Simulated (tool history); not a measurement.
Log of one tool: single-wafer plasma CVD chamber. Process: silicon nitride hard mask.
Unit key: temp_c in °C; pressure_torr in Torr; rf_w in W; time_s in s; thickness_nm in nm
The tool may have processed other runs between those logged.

run  hour  temp_c  pressure_torr  rf_w  time_s  thickness_nm
  1     0     405           1.94   285    25.3        27.748
  2   0.9     405           1.84   280    25.3        27.125
  3   9.7     405           1.69   280    25.3        26.781
  4  13.1     405           1.64   275    25.3         26.11
  5  15.3     405           1.59   275    25.3         26.06
  6  17.5     405           1.59   245    25.3        23.872
  7  20.5     405           1.62   245    25.3        23.907

Run 8, settings as shown, results not yet in. Your forecast:
  8  24.8     405           1.65   245    25.3             ?

Run 8 gave thickness_nm 24.001 nm.
